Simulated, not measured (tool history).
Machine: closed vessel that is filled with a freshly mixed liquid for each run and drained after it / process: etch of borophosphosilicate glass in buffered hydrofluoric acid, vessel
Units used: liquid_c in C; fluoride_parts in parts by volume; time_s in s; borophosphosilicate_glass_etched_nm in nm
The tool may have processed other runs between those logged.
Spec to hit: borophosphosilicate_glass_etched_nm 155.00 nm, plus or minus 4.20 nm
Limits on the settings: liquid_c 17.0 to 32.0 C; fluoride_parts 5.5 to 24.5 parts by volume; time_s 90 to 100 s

run    day  liquid_c  fluoride_parts  time_s  borophosphosilicate_glass_etched_nm
  1  0.000      24.0            15.0      90                               197.72
  2  0.029      24.0            11.5      90                               256.99
  3  0.083      24.0            11.5     100                               288.59
  4  0.279      24.0             9.0     100                               350.46
  5  0.533      22.0            11.0     100                               269.55
     0.817  -- thermometer replaced
  6  0.817      22.0             8.5     100                               383.94
  7  1.121      21.5            11.5     100                               285.68
  8  1.158      21.0            14.0     100                               228.38

4 next moves are on the table. One of them brings every result within its allowed miss. Which?
  A  1.196      21.0             8.0     100                                    ?
  B  1.196      23.0            11.0     100                                    ?
  C  1.196      23.5            11.5      95                                    ?
  D  1.196      19.0            18.5     100                                    ?

move  borophosphosilicate_glass_etched_nm
   A                               385.61
   B                               321.80
   C                               300.69
   D                               154.54
A: its largest miss is bigger than the last run's
B: its largest miss is bigger than the last run's
C: its largest miss is bigger than the last run's
D: all results land within tolerance of their targets
D is the move that brings every result within its allowed miss.
